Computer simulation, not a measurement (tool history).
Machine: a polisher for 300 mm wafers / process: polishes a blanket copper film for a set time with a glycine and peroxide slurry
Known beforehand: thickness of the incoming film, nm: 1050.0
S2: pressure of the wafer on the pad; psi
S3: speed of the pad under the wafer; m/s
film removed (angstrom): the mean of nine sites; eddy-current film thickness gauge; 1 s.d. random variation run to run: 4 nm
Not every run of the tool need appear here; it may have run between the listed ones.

Run 1, hour 0: flow of slurry (ml/min) 185, S2 2.1 psi, S3 1.08 m/s, polishing time (s) 102. Result: film removed (angstrom) 4543.7.
Run 2, hour 7.6: flow of slurry (ml/min) 195, S2 2.2 psi, S3 1.08 m/s, polishing time (s) 102. Result: film removed (angstrom) 4745.9.
Run 3, hour 9.5: flow of slurry (ml/min) 155, S2 2.2 psi, S3 1.08 m/s, polishing time (s) 102. Result: film removed (angstrom) 4660.2.
Run 4, hour 17.5: flow of slurry (ml/min) 110, S2 2.2 psi, S3 1.08 m/s, polishing time (s) 102. Result: film removed (angstrom) 4436.
Run 5, hour 21.4: flow of slurry (ml/min) 130, S2 2.3 psi, S3 1.08 m/s, polishing time (s) 102. Result: film removed (angstrom) 4629.9.
Run 6, hour 24.4: flow of slurry (ml/min) 150, S2 2.4 psi, S3 1.08 m/s, polishing time (s) 102. Result: film removed (angstrom) 4958.2.

Expected results for the next run?
Run 7, hour 29.2: flow of slurry (ml/min) 160, S2 2.4 psi, S3 1.08 m/s, polishing time (s) 102. Result: film removed (angstrom) ?.

film removed (angstrom): 4910.3
